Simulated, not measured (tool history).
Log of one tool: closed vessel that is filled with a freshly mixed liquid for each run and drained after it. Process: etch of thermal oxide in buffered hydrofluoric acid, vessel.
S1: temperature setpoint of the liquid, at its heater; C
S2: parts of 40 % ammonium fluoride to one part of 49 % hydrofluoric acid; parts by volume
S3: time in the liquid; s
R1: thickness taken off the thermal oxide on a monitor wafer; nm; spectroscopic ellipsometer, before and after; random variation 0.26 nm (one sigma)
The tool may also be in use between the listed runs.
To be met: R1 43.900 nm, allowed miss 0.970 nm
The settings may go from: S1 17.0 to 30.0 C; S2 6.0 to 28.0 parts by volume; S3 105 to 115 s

run  hour    S1    S2   S3      R1
  1   0.0  22.0  17.0  105  58.337
  2   5.7  24.0  17.0  105  64.804
  3  12.3  24.0  21.0  105  54.005
  4  16.0  23.0  21.0  105  51.126
  5  20.1  26.0  21.0  105  59.733
  6  23.4  26.0  21.0  115  65.358
  7  31.0  24.0  21.0  115  59.041
  8  38.7  22.5  21.0  115  54.058
  9  39.4  21.5  21.0  115  51.177
 10  44.7  21.0  21.0  115  50.473
 11  53.5  20.5  21.0  115  48.810
     54.9  -- hydrofluoric acid flow meter replaced
 12  54.9  20.0  21.0  115  48.804
 13  61.7  17.5  21.0  115  42.967

Which of these 4 next moves meets every target?
  A  68.5  17.0  21.0  115   ?
  B  68.5  17.0  19.5  110   ?
  C  68.5  17.5  19.5  105   ?
  D  68.5  17.0  19.5  115   ?

move      R1
   A  41.916
   B  42.519
   C  41.763
   D  44.452
A: further off than the last run
B: further off than the last run
C: further off than the last run
D: meets every target
The right move is D.
